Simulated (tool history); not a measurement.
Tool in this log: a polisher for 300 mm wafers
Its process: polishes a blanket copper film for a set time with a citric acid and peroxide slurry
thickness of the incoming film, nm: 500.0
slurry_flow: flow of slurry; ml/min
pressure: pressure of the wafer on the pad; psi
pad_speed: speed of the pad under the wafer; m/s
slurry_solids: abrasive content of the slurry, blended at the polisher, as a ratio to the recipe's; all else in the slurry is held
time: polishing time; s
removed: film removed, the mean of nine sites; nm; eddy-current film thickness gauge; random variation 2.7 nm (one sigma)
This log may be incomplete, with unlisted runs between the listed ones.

run  hour  slurry_flow  pressure  pad_speed  slurry_solids  time  removed
  1     0          225       4.2       1.06              1    49   138.75
  2   5.5          225       4.2       1.06              1    51   147.96
  3  12.2          225       4.2       1.06            0.9    51   142.72
  4  15.4          225       4.2       1.28            0.9    51   174.05
  5    24          225       4.4       1.28            0.9    51   182.51
  6  24.6          225       4.4       1.02            0.9    51   144.93
  7  31.7          225       4.8       1.02            0.9    51   157.45
  8  33.7          225       5.1       1.02            0.9    51   165.42

What does the tool deliver on the next run?
  9    39          225       5.4       1.02            0.9    51        ?

{"run 9": {"removed": 170.46}}
